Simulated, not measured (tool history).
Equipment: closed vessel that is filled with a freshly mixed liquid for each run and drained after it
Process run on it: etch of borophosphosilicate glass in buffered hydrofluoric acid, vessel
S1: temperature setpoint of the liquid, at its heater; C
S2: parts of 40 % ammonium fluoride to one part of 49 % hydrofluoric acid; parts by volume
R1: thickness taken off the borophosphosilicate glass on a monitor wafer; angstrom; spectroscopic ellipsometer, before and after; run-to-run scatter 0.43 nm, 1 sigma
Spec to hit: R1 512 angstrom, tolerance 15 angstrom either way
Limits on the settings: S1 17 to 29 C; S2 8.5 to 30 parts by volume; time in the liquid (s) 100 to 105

run 1 hour=0 | S1=21 S2=23 time_in_the_liquid_(s)=100 | R1=726.1
run 2 hour=1.6 | S1=20.5 S2=23.5 time_in_the_liquid_(s)=100 | R1=703.65
run 3 hour=8.6 | S1=20 S2=24 time_in_the_liquid_(s)=100 | R1=667.36
run 4 hour=17.2 | S1=20 S2=21.5 time_in_the_liquid_(s)=100 | R1=722.88
run 5 hour=26.2 | S1=20 S2=26 time_in_the_liquid_(s)=100 | R1=637.1
run 6 hour=32.4 | S1=19.5 S2=26.5 time_in_the_liquid_(s)=100 | R1=600.22
run 7 hour=35.1 | S1=19 S2=26.5 time_in_the_liquid_(s)=100 | R1=591.57
run 8 hour=43.1 | S1=18 S2=27.5 time_in_the_liquid_(s)=100 | R1=551.79

Below are 4 possible settings for the next run. Only one of them brings all results inside the allowed miss of their targets. Which is it?
run A hour=51.1 | S1=17 S2=30 time_in_the_liquid_(s)=105 | R1=?
run B hour=51.1 | S1=19 S2=29.5 time_in_the_liquid_(s)=105 | R1=?
run C hour=51.1 | S1=17.5 S2=25.5 time_in_the_liquid_(s)=105 | R1=?
run D hour=51.1 | S1=20 S2=29.5 time_in_the_liquid_(s)=105 | R1=?

move=A R1=505.17
move=B R1=572.19
move=C R1=581.9
move=D R1=605.11
A: meets every target
B: further off than the last run
C: further off than the last run
D: further off than the last run
Correct choice: A, which meets every target

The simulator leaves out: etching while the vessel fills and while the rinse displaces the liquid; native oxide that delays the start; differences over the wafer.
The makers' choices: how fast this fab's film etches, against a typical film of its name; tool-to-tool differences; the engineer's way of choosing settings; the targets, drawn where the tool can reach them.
